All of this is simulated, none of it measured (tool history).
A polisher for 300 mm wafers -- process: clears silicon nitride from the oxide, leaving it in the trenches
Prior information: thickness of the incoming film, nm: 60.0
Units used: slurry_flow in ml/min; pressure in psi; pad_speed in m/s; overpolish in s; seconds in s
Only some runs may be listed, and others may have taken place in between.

run 1 hour=0 | slurry_flow=155 pressure=2 pad_speed=1.06 overpolish=3 | seconds=73.803
run 2 hour=0.7 | slurry_flow=150 pressure=1.9 pad_speed=1.06 overpolish=3 | seconds=76.47
run 3 hour=3 | slurry_flow=150 pressure=1.9 pad_speed=1.06 overpolish=3 | seconds=76.886
run 4 hour=7.2 | slurry_flow=150 pressure=1.9 pad_speed=1.06 overpolish=3 | seconds=77.026
run 5 hour=12.3 | slurry_flow=150 pressure=1.9 pad_speed=1.06 overpolish=3 | seconds=77.063
run 6 hour=20.3 | slurry_flow=150 pressure=1.8 pad_speed=1.06 overpolish=3 | seconds=79.561
run 7 hour=22.2 | slurry_flow=150 pressure=1.7 pad_speed=1.06 overpolish=3 | seconds=84.204

Forecast run 8:
run 8 hour=30.8 | slurry_flow=145 pressure=1.6 pad_speed=1.06 overpolish=3 | seconds=?

Run 8 measured seconds 86.372 s.

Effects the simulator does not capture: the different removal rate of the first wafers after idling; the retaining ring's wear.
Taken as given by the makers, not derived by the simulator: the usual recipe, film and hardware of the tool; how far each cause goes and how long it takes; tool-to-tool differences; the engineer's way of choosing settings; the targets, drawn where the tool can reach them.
